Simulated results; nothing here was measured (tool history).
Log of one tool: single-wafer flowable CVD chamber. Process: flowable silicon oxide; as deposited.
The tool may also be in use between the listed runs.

run    day  heater temperature setpoint (deg C)  chamber pressure (Pa)  RF power (kW)  deposition time (s)  mean film thickness on the monitor wafer (Å)
  1  0.000                                  110                   89.1          2.375                  532                                        1745.2
  2  0.196                                  104                   89.1          2.375                  532                                        2182.6
  3  0.458                                  104                   81.9          2.375                  532                                        2023.4
  4  0.808                                  104                   69.6          2.375                  532                                        1705.1
  5  0.900                                  102                   69.6          2.375                  532                                        1869.9
  6  1.167                                  102                   69.6          2.375                  532                                        1865.7
  7  1.525                                  101                   69.6          2.375                  532                                        1928.9
  8  1.608                                  100                   69.6          2.375                  532                                        1991.1
  9  1.929                                   99                   69.6          2.375                  532                                        2080.8
 10  2.154                                   98                   69.6          2.375                  532                                        2155.7

Run 11 comes next. What will it give?
 11  2.200                                   98                   69.6          2.375                  532                                             ?

{"run 11": {"mean film thickness on the monitor wafer (Å)": 2157.2}}
